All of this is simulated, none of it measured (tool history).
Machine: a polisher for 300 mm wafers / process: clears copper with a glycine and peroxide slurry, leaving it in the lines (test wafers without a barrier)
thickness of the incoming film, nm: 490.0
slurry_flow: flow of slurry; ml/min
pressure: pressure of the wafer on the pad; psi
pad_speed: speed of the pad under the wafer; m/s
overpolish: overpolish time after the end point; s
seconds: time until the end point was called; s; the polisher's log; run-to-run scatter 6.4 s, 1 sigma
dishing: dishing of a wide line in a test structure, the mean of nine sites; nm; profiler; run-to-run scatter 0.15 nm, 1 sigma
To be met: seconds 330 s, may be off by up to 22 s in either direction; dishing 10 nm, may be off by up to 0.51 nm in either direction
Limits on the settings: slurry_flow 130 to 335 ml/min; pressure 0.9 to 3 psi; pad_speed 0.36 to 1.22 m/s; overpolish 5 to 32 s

{"run": 1, "hour": 0.0, "slurry_flow": 215, "pressure": 1.9, "pad_speed": 0.78, "overpolish": 16, "seconds": 177.64, "dishing": 27.957}
{"run": 2, "hour": 8.7, "slurry_flow": 215, "pressure": 1.9, "pad_speed": 0.6, "overpolish": 16, "seconds": 210.12, "dishing": 25.102}
{"run": 3, "hour": 17.3, "slurry_flow": 180, "pressure": 1.9, "pad_speed": 0.6, "overpolish": 16, "seconds": 220.59, "dishing": 24.123}
{"run": 4, "hour": 17.9, "slurry_flow": 180, "pressure": 1.8, "pad_speed": 0.58, "overpolish": 15, "seconds": 231.35, "dishing": 22.497}
{"run": 5, "hour": 23.3, "slurry_flow": 180, "pressure": 1.8, "pad_speed": 0.58, "overpolish": 11, "seconds": 228.71, "dishing": 16.782}
{"run": 6, "hour": 27.4, "slurry_flow": 180, "pressure": 1.7, "pad_speed": 0.56, "overpolish": 11, "seconds": 247.5, "dishing": 16.209}
{"run": 7, "hour": 30.2, "slurry_flow": 180, "pressure": 1.6, "pad_speed": 0.56, "overpolish": 11, "seconds": 258.73, "dishing": 15.396}
{"run": 8, "hour": 32.8, "slurry_flow": 180, "pressure": 1.5, "pad_speed": 0.56, "overpolish": 11, "seconds": 253.28, "dishing": 14.77}
{"run": 9, "hour": 41.4, "slurry_flow": 180, "pressure": 1.4, "pad_speed": 0.54, "overpolish": 11, "seconds": 274.77, "dishing": 14.088}
{"run": 10, "hour": 49.2, "slurry_flow": 180, "pressure": 1.4, "pad_speed": 0.54, "overpolish": 11, "seconds": 277.18, "dishing": 14.18}
{"run": 11, "hour": 52.0, "slurry_flow": 175, "pressure": 1.1, "pad_speed": 0.42, "overpolish": 6, "seconds": 353.81, "dishing": 6.3047}
{"run": 12, "hour": 52.8, "slurry_flow": 170, "pressure": 1.1, "pad_speed": 0.42, "overpolish": 6, "seconds": 347.06, "dishing": 6.3747}

Which one of the following 4 next-run settings gets every result inside its allowed miss? There is exactly one.
{"run": "A", "hour": 53.6, "slurry_flow": 155, "pressure": 1.6, "pad_speed": 0.38, "overpolish": 10, "seconds": "?", "dishing": "?"}
{"run": "B", "hour": 53.6, "slurry_flow": 160, "pressure": 1, "pad_speed": 0.52, "overpolish": 12, "seconds": "?", "dishing": "?"}
{"run": "C", "hour": 53.6, "slurry_flow": 145, "pressure": 1.3, "pad_speed": 0.44, "overpolish": 9, "seconds": "?", "dishing": "?"}
{"run": "D", "hour": 53.6, "slurry_flow": 170, "pressure": 1.1, "pad_speed": 0.44, "overpolish": 8, "seconds": "?", "dishing": "?"}

move=A seconds=307.35 dishing=11.607
move=B seconds=335.99 dishing=12.556
move=C seconds=324.44 dishing=9.9723
move=D seconds=340.84 dishing=8.5166
A: carries the result that was furthest off beyond its target, to the other side
B: carries the result that was furthest off beyond its target, to the other side
C: each result inside its tolerance
D: closer than the last run, but not yet in spec
Answer: C

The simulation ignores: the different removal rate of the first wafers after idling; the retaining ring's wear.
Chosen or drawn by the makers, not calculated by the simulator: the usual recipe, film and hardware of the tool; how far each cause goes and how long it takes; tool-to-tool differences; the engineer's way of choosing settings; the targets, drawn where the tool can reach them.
